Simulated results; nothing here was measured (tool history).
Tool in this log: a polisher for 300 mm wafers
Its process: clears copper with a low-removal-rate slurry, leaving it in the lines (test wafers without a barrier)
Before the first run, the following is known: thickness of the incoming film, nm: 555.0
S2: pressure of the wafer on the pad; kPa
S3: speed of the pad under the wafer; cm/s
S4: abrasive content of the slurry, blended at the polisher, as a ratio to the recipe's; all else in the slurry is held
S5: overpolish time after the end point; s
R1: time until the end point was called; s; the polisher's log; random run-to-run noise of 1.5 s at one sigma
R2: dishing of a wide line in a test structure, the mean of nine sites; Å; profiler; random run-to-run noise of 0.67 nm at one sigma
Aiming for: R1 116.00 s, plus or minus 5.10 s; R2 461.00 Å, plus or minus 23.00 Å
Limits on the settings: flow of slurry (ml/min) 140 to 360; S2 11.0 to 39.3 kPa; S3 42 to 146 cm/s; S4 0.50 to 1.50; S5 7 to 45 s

Run 1, hour 0.0: flow of slurry (ml/min) 230, S2 24.8 kPa, S3 94 cm/s, S4 1.00, S5 23 s. Result: R1 176.13 s, R2 507.20 Å.
Run 2, hour 6.3: flow of slurry (ml/min) 265, S2 24.8 kPa, S3 94 cm/s, S4 1.00, S5 23 s. Result: R1 175.21 s, R2 512.54 Å.
Run 3, hour 12.2: flow of slurry (ml/min) 265, S2 26.2 kPa, S3 94 cm/s, S4 1.00, S5 21 s. Result: R1 172.21 s, R2 498.62 Å.
Run 4, hour 16.8: flow of slurry (ml/min) 255, S2 27.6 kPa, S3 96 cm/s, S4 1.00, S5 19 s. Result: R1 159.46 s, R2 473.85 Å.
Run 5, hour 23.0: flow of slurry (ml/min) 255, S2 27.6 kPa, S3 96 cm/s, S4 1.15, S5 19 s. Result: R1 154.87 s, R2 491.25 Å.
Run 6, hour 31.6: flow of slurry (ml/min) 255, S2 29.0 kPa, S3 96 cm/s, S4 1.15, S5 18 s. Result: R1 150.06 s, R2 502.01 Å.
Run 7, hour 35.9: flow of slurry (ml/min) 255, S2 30.3 kPa, S3 96 cm/s, S4 1.15, S5 17 s. Result: R1 144.83 s, R2 492.51 Å.
Run 8, hour 44.2: flow of slurry (ml/min) 255, S2 31.7 kPa, S3 96 cm/s, S4 1.15, S5 16 s. Result: R1 136.09 s, R2 491.11 Å.
Run 9, hour 46.6: flow of slurry (ml/min) 260, S2 35.9 kPa, S3 96 cm/s, S4 1.15, S5 10 s. Result: R1 122.67 s, R2 368.51 Å.
Run 10, hour 52.7: flow of slurry (ml/min) 260, S2 35.9 kPa, S3 96 cm/s, S4 1.20, S5 10 s. Result: R1 121.18 s, R2 362.57 Å.
Run 11, hour 54.5: flow of slurry (ml/min) 260, S2 35.9 kPa, S3 96 cm/s, S4 1.20, S5 11 s. Result: R1 118.29 s, R2 403.90 Å.
Run 12, hour 62.6: flow of slurry (ml/min) 260, S2 35.2 kPa, S3 98 cm/s, S4 1.25, S5 12 s. Result: R1 119.97 s, R2 428.03 Å.
Run 13, hour 66.9: flow of slurry (ml/min) 260, S2 35.2 kPa, S3 98 cm/s, S4 1.30, S5 12 s. Result: R1 117.70 s, R2 435.08 Å.

Next run, 5 choices. One meets every target within its allowed miss, the rest don't. Which?
Run A, hour 71.2: flow of slurry (ml/min) 260, S2 35.9 kPa, S3 102 cm/s, S4 1.25, S5 10 s. Result: R1 ?, R2 ?.
Run B, hour 71.2: flow of slurry (ml/min) 265, S2 35.2 kPa, S3 102 cm/s, S4 1.30, S5 11 s. Result: R1 ?, R2 ?.
Run C, hour 71.2: flow of slurry (ml/min) 275, S2 35.9 kPa, S3 88 cm/s, S4 1.25, S5 15 s. Result: R1 ?, R2 ?.
Run D, hour 71.2: flow of slurry (ml/min) 240, S2 33.8 kPa, S3 106 cm/s, S4 1.30, S5 13 s. Result: R1 ?, R2 ?.
Run E, hour 71.2: flow of slurry (ml/min) 140, S2 31.7 kPa, S3 114 cm/s, S4 1.20, S5 12 s. Result: R1 ?, R2 ?.

move      R1      R2
   A  115.09  389.61
   B  115.92  419.59
   C  127.96  500.43
   D  117.58  475.45
   E  124.76  422.12
A: further off than the last run
B: further off than the last run
C: pushes the last run's worst result past its target
D: all results land within tolerance of their targets
E: further off than the last run
Go with D: it meets all targets.

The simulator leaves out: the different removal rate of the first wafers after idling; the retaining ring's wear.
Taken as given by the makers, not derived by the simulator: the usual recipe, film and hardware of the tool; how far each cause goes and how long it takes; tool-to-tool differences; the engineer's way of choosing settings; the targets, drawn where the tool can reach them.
